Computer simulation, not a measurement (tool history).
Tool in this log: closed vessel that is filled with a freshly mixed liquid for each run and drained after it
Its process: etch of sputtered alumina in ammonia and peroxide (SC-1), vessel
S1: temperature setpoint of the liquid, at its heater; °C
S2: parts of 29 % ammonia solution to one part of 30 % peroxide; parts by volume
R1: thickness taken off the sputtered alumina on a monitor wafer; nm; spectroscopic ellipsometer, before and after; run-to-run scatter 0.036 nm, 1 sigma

run 1 hour=0.0 | S1=55.0 S2=0.55 time_in_the_liquid_(s)=320 | R1=13.538
run 2 hour=0.9 | S1=60.5 S2=0.55 time_in_the_liquid_(s)=320 | R1=18.128
run 3 hour=3.0 | S1=58.0 S2=0.55 time_in_the_liquid_(s)=320 | R1=15.923
run 4 hour=10.7 | S1=58.0 S2=0.55 time_in_the_liquid_(s)=320 | R1=15.885
run 5 hour=12.8 | S1=58.0 S2=0.55 time_in_the_liquid_(s)=340 | R1=16.903
run 6 hour=21.1 | S1=56.0 S2=0.55 time_in_the_liquid_(s)=340 | R1=15.179

Estimate the outcome of run 7 from the log above:
run 7 hour=24.1 | S1=54.5 S2=0.55 time_in_the_liquid_(s)=340 | R1=?

{"run 7": {"R1": 14.106}}
